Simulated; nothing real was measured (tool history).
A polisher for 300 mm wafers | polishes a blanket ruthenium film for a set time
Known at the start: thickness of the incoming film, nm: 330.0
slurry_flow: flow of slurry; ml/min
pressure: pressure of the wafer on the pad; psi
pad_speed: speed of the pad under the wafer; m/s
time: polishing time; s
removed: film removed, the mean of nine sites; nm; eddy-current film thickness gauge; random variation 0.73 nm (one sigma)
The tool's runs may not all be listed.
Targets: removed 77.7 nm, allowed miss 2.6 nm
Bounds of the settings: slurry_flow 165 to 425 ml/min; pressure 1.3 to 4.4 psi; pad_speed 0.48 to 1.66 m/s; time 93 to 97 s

| run | hour | slurry_flow | pressure | pad_speed | time | removed |
|---|---|---|---|---|---|---|
| 1 | 0 | 275 | 2.8 | 1.06 | 93 | 129.98 |
| 2 | 1.7 | 275 | 2.8 | 1.06 | 97 | 136.46 |
| 3 | 2.7 | 275 | 3.5 | 1.06 | 97 | 169.31 |
| 4 | 10.1 | 275 | 3.5 | 1.2 | 97 | 190.82 |
| 5 | 16.1 | 275 | 3.5 | 1.2 | 97 | 190.24 |
| 6 | 23.8 | 275 | 2.9 | 1.12 | 97 | 148.25 |
| 7 | 27.5 | 275 | 2.5 | 1.08 | 97 | 124.38 |
| 8 | 34 | 275 | 2.2 | 1.06 | 97 | 106.72 |
| 9 | 37.8 | 275 | 2 | 1.06 | 97 | 97.034 |
| 10 | 45.4 | 275 | 1.9 | 1.06 | 97 | 93.478 |
| 11 | 53 | 275 | 1.8 | 1.06 | 97 | 89.75 |
| 12 | 61.6 | 275 | 1.7 | 1.06 | 97 | 85.247 |

Which of these 4 next moves meets every target?
| A | 70.2 | 305 | 1.3 | 1.22 | 93 | ? |
| B | 70.2 | 255 | 1.5 | 1.04 | 94 | ? |
| C | 70.2 | 315 | 1.5 | 1.14 | 93 | ? |
| D | 70.2 | 310 | 2 | 0.94 | 96 | ? |

| move | removed |
|---|---|
| A | 72.675 |
| B | 70.688 |
| C | 78.074 |
| D | 87.789 |
A: takes the result that was furthest off past its target
B: takes the result that was furthest off past its target
C: meets every target
D: further off than the last run
The right move is C.
